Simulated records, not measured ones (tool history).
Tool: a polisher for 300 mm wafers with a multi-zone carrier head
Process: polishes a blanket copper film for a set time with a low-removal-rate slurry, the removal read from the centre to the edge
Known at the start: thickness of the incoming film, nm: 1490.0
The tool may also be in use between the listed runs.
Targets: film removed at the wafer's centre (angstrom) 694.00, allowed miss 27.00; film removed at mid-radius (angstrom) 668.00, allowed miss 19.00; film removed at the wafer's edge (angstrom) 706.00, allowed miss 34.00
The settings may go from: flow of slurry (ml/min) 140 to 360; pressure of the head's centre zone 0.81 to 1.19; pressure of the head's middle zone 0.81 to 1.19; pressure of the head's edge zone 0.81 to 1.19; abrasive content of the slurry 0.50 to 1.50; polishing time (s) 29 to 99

| run | day | flow of slurry (ml/min) | pressure of the head's centre zone | pressure of the head's middle zone | pressure of the head's edge zone | abrasive content of the slurry | polishing time (s) | film removed at the wafer's centre (angstrom) | film removed at mid-radius (angstrom) | film removed at the wafer's edge (angstrom) |
|---|---|---|---|---|---|---|---|---|---|---|
| 1 | 0.000 | 230 | 1.00 | 1.00 | 1.00 | 1.00 | 64 | 1311.10 | 1329.60 | 1301.80 |
| 2 | 0.308 | 220 | 0.98 | 0.95 | 0.96 | 0.85 | 55 | 1058.10 | 1043.50 | 1054.00 |
| 3 | 0.617 | 210 | 0.96 | 0.92 | 0.92 | 0.75 | 50 | 919.92 | 917.39 | 923.36 |
| 4 | 0.671 | 210 | 0.96 | 0.92 | 0.92 | 0.75 | 57 | 1045.80 | 1035.60 | 1012.40 |
| 5 | 0.933 | 190 | 0.96 | 0.92 | 0.92 | 0.75 | 57 | 1023.90 | 1013.80 | 1027.90 |
| 6 | 1.088 | 185 | 0.95 | 0.89 | 0.90 | 0.65 | 52 | 912.69 | 880.91 | 914.63 |
| 7 | 1.429 | 185 | 0.93 | 0.87 | 0.88 | 0.60 | 48 | 822.60 | 783.91 | 808.81 |
| 8 | 1.750 | 180 | 0.90 | 0.85 | 0.87 | 0.55 | 47 | 744.51 | 748.15 | 788.29 |
| 9 | 2.067 | 180 | 0.90 | 0.85 | 0.87 | 0.55 | 47 | 747.02 | 735.91 | 795.65 |
| 10 | 2.317 | 180 | 0.90 | 0.85 | 0.87 | 0.55 | 47 | 752.73 | 740.29 | 808.92 |
| 11 | 2.421 | 180 | 0.90 | 0.85 | 0.85 | 0.55 | 45 | 726.19 | 706.20 | 743.04 |
| 12 | 2.729 | 175 | 0.89 | 0.84 | 0.84 | 0.55 | 45 | 708.88 | 700.10 | 751.97 |
| 13 | 2.771 | 175 | 0.89 | 0.84 | 0.84 | 0.55 | 45 | 714.09 | 685.68 | 739.28 |
| 14 | 3.117 | 175 | 0.89 | 0.84 | 0.84 | 0.55 | 45 | 701.81 | 700.17 | 727.16 |

4 next moves are on the table. One of them brings every result within its allowed miss. Which?
| A | 3.462 | 200 | 0.88 | 0.90 | 0.81 | 0.55 | 45 | ? | ? | ? |
| B | 3.462 | 245 | 0.91 | 0.85 | 0.87 | 0.50 | 42 | ? | ? | ? |
| C | 3.462 | 275 | 0.89 | 0.89 | 0.81 | 0.50 | 45 | ? | ? | ? |
| D | 3.462 | 155 | 0.88 | 0.83 | 0.84 | 0.50 | 48 | ? | ? | ? |

| move | film removed at the wafer's centre (angstrom) | film removed at mid-radius (angstrom) | film removed at the wafer's edge (angstrom) |
|---|---|---|---|
| A | 714.32 | 739.86 | 733.88 |
| B | 694.37 | 661.67 | 707.06 |
| C | 736.67 | 744.65 | 739.71 |
| D | 723.73 | 704.17 | 765.52 |
A: further off than the last run
B: meets every target
C: further off than the last run
D: further off than the last run
The right move is B.
